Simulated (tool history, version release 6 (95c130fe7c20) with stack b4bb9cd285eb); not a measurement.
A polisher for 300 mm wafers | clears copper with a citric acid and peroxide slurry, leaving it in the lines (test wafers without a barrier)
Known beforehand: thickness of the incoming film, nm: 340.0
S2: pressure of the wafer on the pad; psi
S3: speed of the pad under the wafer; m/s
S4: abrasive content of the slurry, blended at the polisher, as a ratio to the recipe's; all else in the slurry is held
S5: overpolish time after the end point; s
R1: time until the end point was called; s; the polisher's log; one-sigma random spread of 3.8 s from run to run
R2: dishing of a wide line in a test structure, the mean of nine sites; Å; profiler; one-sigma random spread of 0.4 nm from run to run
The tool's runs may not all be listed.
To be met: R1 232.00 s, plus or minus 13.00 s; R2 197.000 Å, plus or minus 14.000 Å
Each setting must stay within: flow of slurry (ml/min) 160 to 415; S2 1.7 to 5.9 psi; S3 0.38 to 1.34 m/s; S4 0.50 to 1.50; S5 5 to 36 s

Run 1, hour 0.0: flow of slurry (ml/min) 265, S2 3.8 psi, S3 0.86 m/s, S4 1.00, S5 18 s. Result: R1 143.29 s, R2 261.630 Å.
Run 2, hour 0.7: flow of slurry (ml/min) 265, S2 3.8 psi, S3 0.86 m/s, S4 1.00, S5 10 s. Result: R1 143.39 s, R2 165.850 Å.
Run 3, hour 8.9: flow of slurry (ml/min) 265, S2 3.3 psi, S3 0.86 m/s, S4 1.00, S5 10 s. Result: R1 170.12 s, R2 146.600 Å.
Run 4, hour 16.6: flow of slurry (ml/min) 265, S2 3.1 psi, S3 0.86 m/s, S4 1.00, S5 13 s. Result: R1 170.73 s, R2 177.070 Å.
Run 5, hour 24.3: flow of slurry (ml/min) 265, S2 3.1 psi, S3 0.86 m/s, S4 1.00, S5 6 s. Result: R1 174.80 s, R2 86.548 Å.
Run 6, hour 30.5: flow of slurry (ml/min) 265, S2 3.1 psi, S3 0.86 m/s, S4 1.20, S5 6 s. Result: R1 166.61 s, R2 87.859 Å.
Run 7, hour 38.2: flow of slurry (ml/min) 260, S2 3.0 psi, S3 0.84 m/s, S4 1.10, S5 9 s. Result: R1 180.97 s, R2 123.850 Å.
Run 8, hour 43.4: flow of slurry (ml/min) 245, S2 2.9 psi, S3 0.82 m/s, S4 1.10, S5 10 s. Result: R1 195.33 s, R2 131.430 Å.
Run 9, hour 47.5: flow of slurry (ml/min) 225, S2 2.9 psi, S3 0.80 m/s, S4 1.05, S5 11 s. Result: R1 195.43 s, R2 134.510 Å.
Run 10, hour 48.5: flow of slurry (ml/min) 225, S2 2.8 psi, S3 0.78 m/s, S4 1.05, S5 13 s. Result: R1 209.15 s, R2 147.290 Å.
Run 11, hour 57.1: flow of slurry (ml/min) 225, S2 2.8 psi, S3 0.78 m/s, S4 1.05, S5 13 s. Result: R1 209.33 s, R2 143.790 Å.
Run 12, hour 63.2: flow of slurry (ml/min) 225, S2 2.4 psi, S3 0.76 m/s, S4 1.05, S5 22 s. Result: R1 247.67 s, R2 199.050 Å.

Of the 5 settings listed for the next run, only one would bring every result within its allowed miss of target. Which one?
Run A, hour 69.3: flow of slurry (ml/min) 225, S2 3.1 psi, S3 0.74 m/s, S4 1.10, S5 22 s. Result: R1 ?, R2 ?.
Run B, hour 69.3: flow of slurry (ml/min) 235, S2 2.6 psi, S3 0.80 m/s, S4 0.85, S5 20 s. Result: R1 ?, R2 ?.
Run C, hour 69.3: flow of slurry (ml/min) 170, S2 2.7 psi, S3 0.88 m/s, S4 0.95, S5 21 s. Result: R1 ?, R2 ?.
Run D, hour 69.3: flow of slurry (ml/min) 205, S2 2.9 psi, S3 0.76 m/s, S4 1.15, S5 18 s. Result: R1 ?, R2 ?.
Run E, hour 69.3: flow of slurry (ml/min) 210, S2 2.5 psi, S3 0.80 m/s, S4 1.05, S5 24 s. Result: R1 ?, R2 ?.

move      R1       R2
   A  199.45  241.490
   B  235.19  194.280
   C  210.63  221.560
   D  207.60  198.080
   E  233.97  226.190
A: takes the biggest miss from the last run beyond its target
B: hits every target within its allowed miss
C: takes the biggest miss from the last run beyond its target
D: takes the biggest miss from the last run beyond its target
E: corrects the largest miss of the last run, while another result sits out of spec
B meets every target.

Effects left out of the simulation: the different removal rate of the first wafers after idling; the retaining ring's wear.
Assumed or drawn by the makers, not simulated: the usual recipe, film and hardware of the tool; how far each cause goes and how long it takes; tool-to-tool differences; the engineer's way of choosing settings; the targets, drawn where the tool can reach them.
